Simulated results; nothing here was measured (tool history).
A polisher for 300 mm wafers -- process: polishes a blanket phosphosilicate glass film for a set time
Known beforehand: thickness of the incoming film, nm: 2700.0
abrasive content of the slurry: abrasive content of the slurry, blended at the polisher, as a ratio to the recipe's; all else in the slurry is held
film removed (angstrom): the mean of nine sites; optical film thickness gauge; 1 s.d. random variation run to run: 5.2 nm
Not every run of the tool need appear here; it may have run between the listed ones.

run  hour  flow of slurry (ml/min)  pressure of the wafer on the pad (psi)  speed of the pad under the wafer (m/s)  abrasive content of the slurry  polishing time (s)  film removed (angstrom)
  1     0                      275                                     2.3                                    0.86                               1                  61                   2940.8
  2   5.8                      275                                     2.4                                    0.86                               1                  61                   3063.7
  3   7.1                      275                                     2.5                                    0.86                               1                  61                   3141.6
  4  14.8                      240                                     2.5                                    0.86                               1                  61                   3106.6
  5  15.7                      240                                     2.6                                    0.86                               1                  61                   3226.2
  6  17.5                      240                                     2.6                                    0.86                             0.9                  61                   3064.5

For run 7, what comes out?
  7  26.3                      240                                     2.6                                    0.86                             0.9                  61                        ?

{"run 7": {"film removed (angstrom)": 3074.4}}
